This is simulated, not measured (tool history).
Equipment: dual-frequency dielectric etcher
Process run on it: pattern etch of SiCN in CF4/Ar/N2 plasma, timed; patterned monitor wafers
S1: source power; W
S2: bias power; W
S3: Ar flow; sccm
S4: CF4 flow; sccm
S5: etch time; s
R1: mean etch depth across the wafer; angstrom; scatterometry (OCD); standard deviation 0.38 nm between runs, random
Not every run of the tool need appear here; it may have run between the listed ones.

run 1 hour=0.0 | S1=530 S2=86 S3=123 S4=81 S5=66.5 | R1=688.70
run 2 hour=5.2 | S1=530 S2=86 S3=102 S4=81 S5=66.5 | R1=700.41
run 3 hour=13.2 | S1=490 S2=86 S3=102 S4=81 S5=66.5 | R1=650.35
run 4 hour=16.8 | S1=490 S2=86 S3=87 S4=81 S5=66.5 | R1=658.28
run 5 hour=23.3 | S1=510 S2=86 S3=87 S4=81 S5=66.5 | R1=684.09
run 6 hour=27.5 | S1=420 S2=86 S3=87 S4=81 S5=66.5 | R1=566.61
run 7 hour=30.0 | S1=450 S2=86 S3=87 S4=81 S5=66.5 | R1=603.46

Predict the results of run 8:
run 8 hour=31.9 | S1=550 S2=88 S3=87 S4=81 S5=66.5 | R1=?

For run 8 the tool returned R1 750.07 angstrom.
